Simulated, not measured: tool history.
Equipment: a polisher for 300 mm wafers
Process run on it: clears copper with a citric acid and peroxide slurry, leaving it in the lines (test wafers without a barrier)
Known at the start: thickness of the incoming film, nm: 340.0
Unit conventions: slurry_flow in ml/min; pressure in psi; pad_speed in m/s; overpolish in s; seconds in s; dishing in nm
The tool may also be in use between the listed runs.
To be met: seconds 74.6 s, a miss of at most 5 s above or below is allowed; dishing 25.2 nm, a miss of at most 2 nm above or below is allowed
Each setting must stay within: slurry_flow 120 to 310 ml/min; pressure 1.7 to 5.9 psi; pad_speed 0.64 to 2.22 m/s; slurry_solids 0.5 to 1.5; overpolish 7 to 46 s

run 1 hour=0 | slurry_flow=200 pressure=3.8 pad_speed=1.42 slurry_solids=1 overpolish=24 | seconds=98.146 dishing=50.027
run 2 hour=6.3 | slurry_flow=200 pressure=3.8 pad_speed=1.46 slurry_solids=1 overpolish=22 | seconds=98.377 dishing=47.314
run 3 hour=10.8 | slurry_flow=205 pressure=3.8 pad_speed=1.48 slurry_solids=1.05 overpolish=20 | seconds=93.638 dishing=44.621
run 4 hour=12.7 | slurry_flow=205 pressure=3.8 pad_speed=1.48 slurry_solids=0.9 overpolish=20 | seconds=97.216 dishing=43.017
run 5 hour=14.5 | slurry_flow=205 pressure=3.8 pad_speed=1.48 slurry_solids=0.9 overpolish=28 | seconds=96.924 dishing=55.623
run 6 hour=19.2 | slurry_flow=205 pressure=3.8 pad_speed=1.48 slurry_solids=0.7 overpolish=28 | seconds=104.89 dishing=51.597
run 7 hour=26.9 | slurry_flow=220 pressure=3.7 pad_speed=1.54 slurry_solids=0.65 overpolish=25 | seconds=108.18 dishing=48.415
run 8 hour=32 | slurry_flow=220 pressure=3.7 pad_speed=1.54 slurry_solids=0.65 overpolish=25 | seconds=107.52 dishing=47.865
run 9 hour=34.4 | slurry_flow=205 pressure=3.9 pad_speed=1.48 slurry_solids=0.7 overpolish=23 | seconds=101.42 dishing=46.701
run 10 hour=37.8 | slurry_flow=195 pressure=3.9 pad_speed=1.46 slurry_solids=0.75 overpolish=21 | seconds=101.43 dishing=43.245
run 11 hour=42.5 | slurry_flow=185 pressure=4.1 pad_speed=1.44 slurry_solids=0.75 overpolish=19 | seconds=103.19 dishing=41.942
run 12 hour=51 | slurry_flow=240 pressure=3.1 pad_speed=1.84 slurry_solids=1 overpolish=8 | seconds=92.318 dishing=20.186

Consider the 5 candidate settings below. Which is the only one whose results all fall within their allowed miss of target?
run A hour=59.5 | slurry_flow=210 pressure=3.2 pad_speed=2.12 slurry_solids=0.95 overpolish=11 | seconds=? dishing=?
run B hour=59.5 | slurry_flow=260 pressure=2.8 pad_speed=1.94 slurry_solids=1.35 overpolish=11 | seconds=? dishing=?
run C hour=59.5 | slurry_flow=245 pressure=3 pad_speed=2.06 slurry_solids=0.9 overpolish=11 | seconds=? dishing=?
run D hour=59.5 | slurry_flow=245 pressure=3.6 pad_speed=1.94 slurry_solids=1 overpolish=8 | seconds=? dishing=?
run E hour=59.5 | slurry_flow=245 pressure=3.4 pad_speed=2.08 slurry_solids=1.05 overpolish=10 | seconds=? dishing=?

move=A seconds=83.072 dishing=30.947
move=B seconds=91.649 dishing=28.285
move=C seconds=90.783 dishing=28.584
move=D seconds=78.316 dishing=24.689
move=E seconds=76.389 dishing=30.701
A: closer than the last run, but not yet in spec
B: as far off as the last run
C: closer than the last run, but not yet in spec
D: all results land within tolerance of their targets
E: the worst result of the last run now meets its target, but another is out of spec
Move D is the one to make.
